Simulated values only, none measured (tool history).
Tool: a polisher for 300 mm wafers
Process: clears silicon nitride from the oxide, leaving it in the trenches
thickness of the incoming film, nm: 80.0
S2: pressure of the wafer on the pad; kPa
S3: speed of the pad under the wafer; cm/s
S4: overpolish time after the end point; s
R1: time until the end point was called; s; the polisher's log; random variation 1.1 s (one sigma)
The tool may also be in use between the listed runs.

{"run": 1, "hour": 0.0, "flow of slurry (ml/min)": 200, "S2": 16.5, "S3": 94, "S4": 5, "R1": 98.81}
{"run": 2, "hour": 5.3, "flow of slurry (ml/min)": 170, "S2": 16.5, "S3": 94, "S4": 5, "R1": 98.539}
{"run": 3, "hour": 6.0, "flow of slurry (ml/min)": 170, "S2": 16.5, "S3": 94, "S4": 5, "R1": 101.73}
{"run": 4, "hour": 13.4, "flow of slurry (ml/min)": 190, "S2": 16.5, "S3": 94, "S4": 5, "R1": 95.5}
{"run": 5, "hour": 20.3, "flow of slurry (ml/min)": 190, "S2": 16.5, "S3": 76, "S4": 5, "R1": 110.37}
{"run": 6, "hour": 24.5, "flow of slurry (ml/min)": 190, "S2": 16.5, "S3": 76, "S4": 5, "R1": 112.77}
{"run": 7, "hour": 29.9, "flow of slurry (ml/min)": 195, "S2": 20.7, "S3": 90, "S4": 5, "R1": 84.606}
{"run": 8, "hour": 38.2, "flow of slurry (ml/min)": 200, "S2": 24.8, "S3": 112, "S4": 5, "R1": 64.33}

The next listed run, before its measurement:
{"run": 9, "hour": 46.4, "flow of slurry (ml/min)": 200, "S2": 24.8, "S3": 114, "S4": 5, "R1": "?"}

Run 9 gave R1 64.301 s.
